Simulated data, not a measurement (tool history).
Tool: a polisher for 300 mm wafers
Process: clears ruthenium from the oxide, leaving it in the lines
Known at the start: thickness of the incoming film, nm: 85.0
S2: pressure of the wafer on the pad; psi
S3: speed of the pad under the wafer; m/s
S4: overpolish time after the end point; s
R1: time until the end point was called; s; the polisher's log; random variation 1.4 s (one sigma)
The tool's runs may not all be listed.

{"run": 1, "hour": 0.0, "flow of slurry (ml/min)": 195, "S2": 2, "S3": 0.98, "S4": 12, "R1": 78.103}
{"run": 2, "hour": 1.8, "flow of slurry (ml/min)": 190, "S2": 1.7, "S3": 0.98, "S4": 12, "R1": 92.284}
{"run": 3, "hour": 8.1, "flow of slurry (ml/min)": 190, "S2": 1.7, "S3": 0.84, "S4": 12, "R1": 107.57}
{"run": 4, "hour": 9.7, "flow of slurry (ml/min)": 155, "S2": 1.7, "S3": 0.84, "S4": 12, "R1": 109.37}
{"run": 5, "hour": 16.9, "flow of slurry (ml/min)": 155, "S2": 1.6, "S3": 0.84, "S4": 12, "R1": 116.2}
{"run": 6, "hour": 25.0, "flow of slurry (ml/min)": 155, "S2": 1.6, "S3": 0.84, "S4": 9, "R1": 117.8}

Forecast run 7:
{"run": 7, "hour": 27.1, "flow of slurry (ml/min)": 150, "S2": 1.2, "S3": 0.84, "S4": 9, "R1": "?"}

{"run 7": {"R1": 157.69}}

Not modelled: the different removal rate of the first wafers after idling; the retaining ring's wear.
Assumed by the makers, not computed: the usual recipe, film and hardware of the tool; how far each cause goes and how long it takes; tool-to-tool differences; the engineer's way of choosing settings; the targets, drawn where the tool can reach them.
